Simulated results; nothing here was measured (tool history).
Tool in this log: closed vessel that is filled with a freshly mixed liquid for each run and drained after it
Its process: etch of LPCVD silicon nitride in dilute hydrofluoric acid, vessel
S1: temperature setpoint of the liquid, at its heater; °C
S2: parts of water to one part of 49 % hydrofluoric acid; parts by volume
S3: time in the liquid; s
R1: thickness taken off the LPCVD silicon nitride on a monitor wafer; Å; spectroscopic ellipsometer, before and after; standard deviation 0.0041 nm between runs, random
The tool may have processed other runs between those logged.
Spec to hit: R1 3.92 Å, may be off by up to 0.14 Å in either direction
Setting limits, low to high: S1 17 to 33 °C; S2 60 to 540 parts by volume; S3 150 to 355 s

run	day	S1	S2	S3	R1
1	0	25	300	355	5.5934
2	0.362	28.5	300	355	6.9162
3	0.688	31.5	300	355	8.1513
4	0.779	31.5	300	150	3.4556
5	1.046	31	300	150	3.38
6	1.175	31	405	150	2.4521
7	1.262	31	390	150	2.6051
8	1.492	31	380	150	2.6095
9	1.729	31	370	150	2.6312
10	1.942	31	360	150	2.8048

Which one of the following 4 next-run settings gets every result inside its allowed miss? There is exactly one.
A	2.154	29	530	150	?
B	2.154	28	445	315	?
C	2.154	29.5	480	280	?
D	2.154	33	305	150	?

move	R1
A	1.6531
B	3.9297
C	3.5113
D	3.6561
A: its largest miss is bigger than the last run's
B: each result inside its tolerance
C: an improvement on the last run, though not all results are within tolerance
D: an improvement on the last run, though not all results are within tolerance
The move that meets every target is B.
